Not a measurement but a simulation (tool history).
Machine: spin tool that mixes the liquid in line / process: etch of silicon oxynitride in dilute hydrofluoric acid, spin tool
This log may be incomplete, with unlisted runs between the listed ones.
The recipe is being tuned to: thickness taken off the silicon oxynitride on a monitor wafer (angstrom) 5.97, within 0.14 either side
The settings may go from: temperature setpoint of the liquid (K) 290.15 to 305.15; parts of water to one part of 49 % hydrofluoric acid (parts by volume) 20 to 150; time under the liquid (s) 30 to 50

| run | hour | temperature setpoint of the liquid (K) | parts of water to one part of 49 % hydrofluoric acid (parts by volume) | time under the liquid (s) | thickness taken off the silicon oxynitride on a monitor wafer (angstrom) |
|---|---|---|---|---|---|
| 1 | 0 | 297.15 | 85 | 50 | 10.685 |
| 2 | 2.3 | 297.15 | 95 | 50 | 9.3976 |
| 3 | 9.3 | 295.65 | 100 | 50 | 8.2377 |
| 4 | 15.6 | 295.65 | 115 | 50 | 7.1567 |
| 5 | 16.8 | 295.65 | 100 | 50 | 8.2722 |
| 6 | 20.5 | 295.65 | 100 | 30 | 4.9439 |
| 7 | 25.2 | 296.15 | 100 | 30 | 5.0951 |
| 8 | 31.1 | 296.65 | 100 | 30 | 5.1756 |
| 9 | 37.4 | 296.65 | 100 | 30 | 5.2123 |
| 10 | 41.1 | 296.65 | 95 | 30 | 5.5449 |
| 11 | 47.9 | 297.15 | 95 | 30 | 5.6193 |
| 12 | 56.1 | 296.65 | 95 | 30 | 5.4707 |
| 13 | 60.2 | 297.65 | 95 | 30 | 5.7965 |

Exactly one of the 4 candidate moves below puts every result within its allowed miss. Which one?
| A | 64.3 | 294.65 | 80 | 30 | ? |
| B | 64.3 | 297.15 | 85 | 30 | ? |
| C | 64.3 | 297.15 | 95 | 30 | ? |
| D | 64.3 | 299.65 | 110 | 35 | ? |

| move | thickness taken off the silicon oxynitride on a monitor wafer (angstrom) |
|---|---|
| A | 6.0212 |
| B | 6.3681 |
| C | 5.6501 |
| D | 6.3144 |
A: meets every target
B: takes the biggest miss from the last run beyond its target
C: lands further from the targets than the last run did
D: takes the biggest miss from the last run beyond its target
Answer: A
